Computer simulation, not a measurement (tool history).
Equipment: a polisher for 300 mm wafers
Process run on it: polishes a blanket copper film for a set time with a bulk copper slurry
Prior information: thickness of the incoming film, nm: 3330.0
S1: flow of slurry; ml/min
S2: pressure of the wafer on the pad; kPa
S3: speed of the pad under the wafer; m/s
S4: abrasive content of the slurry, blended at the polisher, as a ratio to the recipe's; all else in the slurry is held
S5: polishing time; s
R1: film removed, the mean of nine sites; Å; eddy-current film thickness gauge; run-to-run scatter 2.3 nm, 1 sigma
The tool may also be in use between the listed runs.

run 1 hour=0.0 | S1=135 S2=11.7 S3=1.18 S4=1.0 S5=36 | R1=2806.6
run 2 hour=2.8 | S1=130 S2=11.0 S3=1.18 S4=1.0 S5=36 | R1=2623.8
run 3 hour=8.0 | S1=100 S2=11.0 S3=1.18 S4=1.0 S5=36 | R1=2475.1
run 4 hour=8.9 | S1=100 S2=11.0 S3=1.18 S4=1.0 S5=36 | R1=2423.5
run 5 hour=11.6 | S1=100 S2=13.8 S3=1.18 S4=1.0 S5=36 | R1=3038.1
run 6 hour=17.7 | S1=100 S2=16.5 S3=1.18 S4=1.0 S5=36 | R1=3679.8
run 7 hour=19.4 | S1=95 S2=13.1 S3=1.12 S4=1.0 S5=36 | R1=2674.8
run 8 hour=26.8 | S1=95 S2=12.4 S3=1.12 S4=1.0 S5=36 | R1=2530.2
run 9 hour=30.4 | S1=95 S2=11.7 S3=1.12 S4=1.0 S5=36 | R1=2452.5

Estimate the outcome of run 10 from the log above:
run 10 hour=31.5 | S1=90 S2=11.0 S3=1.12 S4=1.0 S5=36 | R1=?

Run 10 came out at R1 2290.1 Å.
